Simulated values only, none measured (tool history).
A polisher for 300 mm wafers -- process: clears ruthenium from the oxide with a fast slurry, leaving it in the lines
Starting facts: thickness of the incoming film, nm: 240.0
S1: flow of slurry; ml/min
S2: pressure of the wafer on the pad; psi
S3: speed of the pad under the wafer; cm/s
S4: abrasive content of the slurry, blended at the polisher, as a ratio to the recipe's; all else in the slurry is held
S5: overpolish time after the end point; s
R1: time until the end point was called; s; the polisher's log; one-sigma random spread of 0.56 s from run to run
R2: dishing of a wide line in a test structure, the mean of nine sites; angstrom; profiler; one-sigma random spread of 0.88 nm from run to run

run 1 hour=0.0 | S1=230 S2=2.7 S3=120 S4=1.0 S5=9 | R1=45.283 R2=382.41
run 2 hour=3.7 | S1=230 S2=2.7 S3=130 S4=1.0 S5=9 | R1=40.555 R2=412.29
run 3 hour=11.6 | S1=230 S2=2.1 S3=130 S4=1.0 S5=9 | R1=53.104 R2=317.58
run 4 hour=12.7 | S1=230 S2=2.1 S3=104 S4=1.0 S5=9 | R1=65.454 R2=271.23
run 5 hour=13.3 | S1=230 S2=1.7 S3=104 S4=1.0 S5=9 | R1=81.064 R2=223.18
run 6 hour=14.4 | S1=230 S2=2.1 S3=104 S4=1.0 S5=9 | R1=66.878 R2=265.14
run 7 hour=20.6 | S1=230 S2=2.5 S3=104 S4=1.0 S5=9 | R1=57.636 R2=316.78
run 8 hour=29.5 | S1=230 S2=3.2 S3=108 S4=1.0 S5=9 | R1=42.477 R2=399.65

Run 9 is up next; what results do you expect?
run 9 hour=36.7 | S1=230 S2=3.3 S3=108 S4=1.0 S5=9 | R1=? R2=?

R1: 40.815 s
R2: 421.42 angstrom

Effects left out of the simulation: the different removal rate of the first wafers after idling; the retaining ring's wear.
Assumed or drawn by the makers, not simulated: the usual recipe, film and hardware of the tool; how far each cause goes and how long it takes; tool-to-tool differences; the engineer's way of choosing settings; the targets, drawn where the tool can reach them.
